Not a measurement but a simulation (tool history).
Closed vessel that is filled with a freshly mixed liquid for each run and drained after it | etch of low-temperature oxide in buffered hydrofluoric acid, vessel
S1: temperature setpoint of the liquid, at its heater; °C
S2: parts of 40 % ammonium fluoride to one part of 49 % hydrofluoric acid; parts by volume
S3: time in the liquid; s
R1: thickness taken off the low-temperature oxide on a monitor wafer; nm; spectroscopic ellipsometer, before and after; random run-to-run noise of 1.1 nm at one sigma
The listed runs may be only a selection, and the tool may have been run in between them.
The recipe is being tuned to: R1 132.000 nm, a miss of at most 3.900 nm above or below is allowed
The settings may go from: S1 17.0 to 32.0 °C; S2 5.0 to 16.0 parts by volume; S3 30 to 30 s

run,hour,S1,S2,S3,R1
1,0.0,25.0,9.5,30,68.311
2,8.9,26.0,9.0,30,75.686
3,12.4,27.0,8.5,30,85.441
4,16.5,24.5,8.5,30,74.625
5,19.0,24.5,10.0,30,65.827
6,24.8,24.5,7.5,30,85.003
7,28.3,25.5,7.5,30,89.160
8,36.0,26.5,7.5,30,93.904
9,40.8,27.5,7.5,30,99.368
10,43.0,28.0,7.5,30,102.020

4 candidate next runs follow, results not yet known. Just one meets every target within its allowed miss. Identify it.
A,45.2,27.0,6.0,30,?
B,45.2,27.5,5.0,30,?
C,45.2,27.5,5.5,30,?
D,45.2,32.0,8.5,30,?

move,R1
A,120.770
B,144.680
C,133.500
D,111.430
A: moves toward the targets from the last run without getting all of them in spec
B: pushes the last run's worst result past its target
C: in spec on every target
D: moves toward the targets from the last run without getting all of them in spec
Correct choice: C, which meets every target
